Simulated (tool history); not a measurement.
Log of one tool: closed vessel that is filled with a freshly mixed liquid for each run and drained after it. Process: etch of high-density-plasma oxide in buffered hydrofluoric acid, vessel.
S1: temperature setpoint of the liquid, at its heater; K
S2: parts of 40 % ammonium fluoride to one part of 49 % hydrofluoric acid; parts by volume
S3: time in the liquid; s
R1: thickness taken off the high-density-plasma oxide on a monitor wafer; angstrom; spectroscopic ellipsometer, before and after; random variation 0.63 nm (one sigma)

Run 1, hour 0: S1 294.15 K, S2 13 parts by volume, S3 105 s. Result: R1 1188.7 angstrom.
Run 2, hour 8.3: S1 294.15 K, S2 11 parts by volume, S3 105 s. Result: R1 1394.7 angstrom.
Run 3, hour 13.8: S1 294.15 K, S2 11 parts by volume, S3 105 s. Result: R1 1401.7 angstrom.
Run 4, hour 17.8: S1 294.15 K, S2 11 parts by volume, S3 105 s. Result: R1 1402.7 angstrom.
Run 5, hour 22.9: S1 294.65 K, S2 11 parts by volume, S3 105 s. Result: R1 1436.8 angstrom.
Run 6, hour 29.7: S1 295.15 K, S2 11 parts by volume, S3 105 s. Result: R1 1477.7 angstrom.

The next listed run, before its measurement:
Run 7, hour 37.8: S1 295.65 K, S2 11 parts by volume, S3 105 s. Result: R1 ?.

R1: 1509.7 angstrom

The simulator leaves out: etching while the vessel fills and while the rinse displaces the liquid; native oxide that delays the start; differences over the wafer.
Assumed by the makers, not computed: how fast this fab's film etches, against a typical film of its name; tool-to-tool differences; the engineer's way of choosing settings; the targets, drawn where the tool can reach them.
